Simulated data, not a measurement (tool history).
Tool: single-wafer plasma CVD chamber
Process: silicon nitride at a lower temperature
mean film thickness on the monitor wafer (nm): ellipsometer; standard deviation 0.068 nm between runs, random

run	hour	heater temperature setpoint (deg C)	chamber pressure (Pa)	RF power (W)	deposition time (s)	mean film thickness on the monitor wafer (nm)
1	0	340	265	365	11.7	18.313
2	8.7	340	249	360	11.7	17.697
3	11.6	340	239	360	11.7	17.485
4	19.3	340	273	360	11.7	18.277
5	27.1	340	273	360	11.7	18.348
6	35.8	340	259	355	11.7	17.881
7	38.2	340	247	350	11.7	17.35
8	43.7	340	239	350	11.7	17.292

The next listed run, before its measurement:
9	47.9	340	231	350	11.7	?

Run 9 came out at mean film thickness on the monitor wafer (nm) 16.951.

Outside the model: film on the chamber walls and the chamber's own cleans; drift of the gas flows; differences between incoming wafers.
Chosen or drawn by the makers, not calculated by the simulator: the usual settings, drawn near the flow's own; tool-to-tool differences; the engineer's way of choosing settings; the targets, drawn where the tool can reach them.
